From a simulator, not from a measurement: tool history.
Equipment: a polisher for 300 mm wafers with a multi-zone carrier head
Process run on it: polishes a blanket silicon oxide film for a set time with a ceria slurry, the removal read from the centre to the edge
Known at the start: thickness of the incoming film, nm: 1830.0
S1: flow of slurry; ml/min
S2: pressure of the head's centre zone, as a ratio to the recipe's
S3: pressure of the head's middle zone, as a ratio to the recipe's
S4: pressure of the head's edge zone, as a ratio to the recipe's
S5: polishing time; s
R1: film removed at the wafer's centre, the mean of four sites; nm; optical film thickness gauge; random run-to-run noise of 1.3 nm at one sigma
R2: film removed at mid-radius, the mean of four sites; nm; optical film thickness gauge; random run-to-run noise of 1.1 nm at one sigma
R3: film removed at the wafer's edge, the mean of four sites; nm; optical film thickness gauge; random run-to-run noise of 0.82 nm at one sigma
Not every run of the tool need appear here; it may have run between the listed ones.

{"run": 1, "hour": 0.0, "S1": 220, "S2": 1.0, "S3": 1.0, "S4": 1.0, "S5": 43, "R1": 137.09, "R2": 137.45, "R3": 142.63}
{"run": 2, "hour": 4.2, "S1": 220, "S2": 1.0, "S3": 1.0, "S4": 0.92, "S5": 43, "R1": 137.35, "R2": 137.97, "R3": 137.19}
{"run": 3, "hour": 12.5, "S1": 220, "S2": 1.0, "S3": 1.0, "S4": 0.92, "S5": 50, "R1": 159.15, "R2": 160.23, "R3": 160.86}
{"run": 4, "hour": 18.7, "S1": 220, "S2": 1.0, "S3": 1.0, "S4": 0.88, "S5": 50, "R1": 161.91, "R2": 159.32, "R3": 155.82}
{"run": 5, "hour": 24.9, "S1": 220, "S2": 1.0, "S3": 1.0, "S4": 0.88, "S5": 42, "R1": 133.29, "R2": 135.25, "R3": 131.9}
{"run": 6, "hour": 29.6, "S1": 175, "S2": 1.0, "S3": 1.0, "S4": 0.88, "S5": 42, "R1": 131.99, "R2": 131.45, "R3": 128.46}
{"run": 7, "hour": 32.5, "S1": 170, "S2": 1.01, "S3": 0.97, "S4": 0.87, "S5": 41, "R1": 129.13, "R2": 123.45, "R3": 125.02}

Run 8 comes next. What will it give?
{"run": 8, "hour": 36.9, "S1": 170, "S2": 1.01, "S3": 0.97, "S4": 0.87, "S5": 41, "R1": "?", "R2": "?", "R3": "?"}

R1: 127.47 nm
R2: 126.74 nm
R3: 125.44 nm
